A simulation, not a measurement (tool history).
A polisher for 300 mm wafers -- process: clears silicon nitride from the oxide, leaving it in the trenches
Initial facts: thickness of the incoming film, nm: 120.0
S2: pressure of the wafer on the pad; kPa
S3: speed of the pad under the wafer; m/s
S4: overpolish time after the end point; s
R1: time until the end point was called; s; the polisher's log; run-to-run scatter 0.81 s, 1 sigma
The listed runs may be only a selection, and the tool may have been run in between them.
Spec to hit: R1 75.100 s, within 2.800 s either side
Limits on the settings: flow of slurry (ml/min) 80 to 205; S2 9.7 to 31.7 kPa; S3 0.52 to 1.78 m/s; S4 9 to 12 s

{"run": 1, "hour": 0.0, "flow of slurry (ml/min)": 135, "S2": 20.7, "S3": 1.14, "S4": 12, "R1": 113.53}
{"run": 2, "hour": 4.8, "flow of slurry (ml/min)": 135, "S2": 20.7, "S3": 0.86, "S4": 12, "R1": 136.7}
{"run": 3, "hour": 13.2, "flow of slurry (ml/min)": 135, "S2": 22.1, "S3": 0.86, "S4": 12, "R1": 127.58}
{"run": 4, "hour": 15.9, "flow of slurry (ml/min)": 135, "S2": 22.1, "S3": 0.62, "S4": 12, "R1": 159.73}
{"run": 5, "hour": 21.4, "flow of slurry (ml/min)": 135, "S2": 23.4, "S3": 0.66, "S4": 12, "R1": 146.55}
{"run": 6, "hour": 23.2, "flow of slurry (ml/min)": 135, "S2": 27.6, "S3": 0.66, "S4": 12, "R1": 124.66}
{"run": 7, "hour": 26.7, "flow of slurry (ml/min)": 135, "S2": 28.3, "S3": 0.7, "S4": 12, "R1": 118.3}
{"run": 8, "hour": 27.8, "flow of slurry (ml/min)": 135, "S2": 29.0, "S3": 0.74, "S4": 12, "R1": 112.86}
{"run": 9, "hour": 30.2, "flow of slurry (ml/min)": 135, "S2": 29.0, "S3": 0.78, "S4": 12, "R1": 108.39}
{"run": 10, "hour": 35.8, "flow of slurry (ml/min)": 135, "S2": 29.0, "S3": 0.82, "S4": 12, "R1": 103.94}
{"run": 11, "hour": 43.9, "flow of slurry (ml/min)": 155, "S2": 31.7, "S3": 1.04, "S4": 12, "R1": 82.377}
{"run": 12, "hour": 52.0, "flow of slurry (ml/min)": 155, "S2": 31.7, "S3": 1.06, "S4": 12, "R1": 80.441}
{"run": 13, "hour": 58.0, "flow of slurry (ml/min)": 155, "S2": 31.7, "S3": 1.08, "S4": 12, "R1": 77.893}

Exercise: of the 4 proposed moves below, exactly one satisfies all targets within the stated allowed misses. Which move is it?
{"run": "A", "hour": 64.0, "flow of slurry (ml/min)": 125, "S2": 31.7, "S3": 1.08, "S4": 9, "R1": "?"}
{"run": "B", "hour": 64.0, "flow of slurry (ml/min)": 205, "S2": 30.3, "S3": 1.02, "S4": 12, "R1": "?"}
{"run": "C", "hour": 64.0, "flow of slurry (ml/min)": 155, "S2": 31.7, "S3": 1.14, "S4": 9, "R1": "?"}
{"run": "D", "hour": 64.0, "flow of slurry (ml/min)": 170, "S2": 29.6, "S3": 1.06, "S4": 12, "R1": "?"}

move=A R1=79.750
move=B R1=81.226
move=C R1=74.576
move=D R1=82.464
A: the biggest miss grows against the last run
B: the biggest miss grows against the last run
C: all results in spec
D: the biggest miss grows against the last run
The right move is C.
